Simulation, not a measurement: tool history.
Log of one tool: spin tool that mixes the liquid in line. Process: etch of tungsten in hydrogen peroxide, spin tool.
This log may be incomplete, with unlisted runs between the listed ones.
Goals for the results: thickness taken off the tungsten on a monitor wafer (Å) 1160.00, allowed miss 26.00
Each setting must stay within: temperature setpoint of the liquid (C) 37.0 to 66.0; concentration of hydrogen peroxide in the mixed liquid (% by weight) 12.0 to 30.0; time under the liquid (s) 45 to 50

run	hour	temperature setpoint of the liquid (C)	concentration of hydrogen peroxide in the mixed liquid (% by weight)	time under the liquid (s)	thickness taken off the tungsten on a monitor wafer (Å)
1	0.0	53.0	22.0	45	1383.20
2	2.8	53.0	19.5	45	1299.30
3	11.6	46.5	19.5	45	874.29
4	19.3	46.5	19.5	45	867.81
5	27.7	47.5	19.5	45	930.17
6	35.1	48.5	19.5	45	992.11
7	36.1	49.0	19.5	45	1015.60
8	43.2	49.5	19.5	45	1043.40
9	51.0	51.5	19.5	45	1187.50

Next run, 5 choices. One meets every target within its allowed miss, the rest don't. Which?
A	58.8	54.0	15.5	45	?
B	58.8	50.5	18.5	50	?
C	58.8	52.0	16.5	50	?
D	58.8	52.0	20.0	45	?
E	58.8	50.5	17.0	50	?

move	thickness taken off the tungsten on a monitor wafer (Å)
A	1224.30
B	1203.50
C	1244.80
D	1233.50
E	1153.70
A: the biggest miss grows against the last run
B: the biggest miss grows against the last run
C: the biggest miss grows against the last run
D: the biggest miss grows against the last run
E: every result within its allowed miss
Answer: E

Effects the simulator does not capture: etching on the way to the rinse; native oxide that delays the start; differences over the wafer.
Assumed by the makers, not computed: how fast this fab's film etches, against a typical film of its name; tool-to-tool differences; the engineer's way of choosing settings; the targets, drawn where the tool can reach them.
